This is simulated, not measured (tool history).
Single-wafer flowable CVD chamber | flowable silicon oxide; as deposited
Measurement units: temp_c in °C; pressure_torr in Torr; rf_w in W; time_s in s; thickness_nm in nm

run 1 hour=0 | temp_c=90 pressure_torr=0.898 rf_w=1550 time_s=362 | thickness_nm=281.04
run 2 hour=8.8 | temp_c=87 pressure_torr=0.899 rf_w=1550 time_s=362 | thickness_nm=317.22
run 3 hour=14.6 | temp_c=87 pressure_torr=0.899 rf_w=1550 time_s=374 | thickness_nm=325.76
run 4 hour=21.2 | temp_c=95 pressure_torr=0.899 rf_w=1550 time_s=374 | thickness_nm=242.01
run 5 hour=28.5 | temp_c=95 pressure_torr=1.012 rf_w=1550 time_s=374 | thickness_nm=271.27
run 6 hour=36.7 | temp_c=93 pressure_torr=1.013 rf_w=1550 time_s=374 | thickness_nm=293.66

Forecast run 7:
run 7 hour=45.1 | temp_c=91 pressure_torr=1.014 rf_w=1550 time_s=374 | thickness_nm=?

Run 7 gave thickness_nm 316.99 nm.
